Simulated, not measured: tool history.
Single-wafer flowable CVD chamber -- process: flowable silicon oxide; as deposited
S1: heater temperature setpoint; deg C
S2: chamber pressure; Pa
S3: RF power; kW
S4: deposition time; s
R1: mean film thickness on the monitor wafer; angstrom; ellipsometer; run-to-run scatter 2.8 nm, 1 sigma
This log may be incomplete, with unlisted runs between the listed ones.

run 1 day=0.000 | S1=95 S2=80.3 S3=2.185 S4=615 | R1=3009.8
run 2 day=0.125 | S1=95 S2=80.3 S3=2.450 S4=615 | R1=3040.2
run 3 day=0.458 | S1=95 S2=75.2 S3=2.450 S4=615 | R1=2859.7
run 4 day=0.712 | S1=91 S2=75.2 S3=2.450 S4=615 | R1=3281.4
run 5 day=0.838 | S1=88 S2=75.2 S3=2.450 S4=615 | R1=3595.5
run 6 day=1.100 | S1=88 S2=84.3 S3=2.450 S4=615 | R1=4037.0
run 7 day=1.208 | S1=87 S2=84.3 S3=2.450 S4=615 | R1=4117.8

Run 8, settings as shown, results not yet in. Your forecast:
run 8 day=1.246 | S1=86 S2=84.3 S3=2.450 S4=615 | R1=?

Run 8 came out at R1 4227.6 angstrom.

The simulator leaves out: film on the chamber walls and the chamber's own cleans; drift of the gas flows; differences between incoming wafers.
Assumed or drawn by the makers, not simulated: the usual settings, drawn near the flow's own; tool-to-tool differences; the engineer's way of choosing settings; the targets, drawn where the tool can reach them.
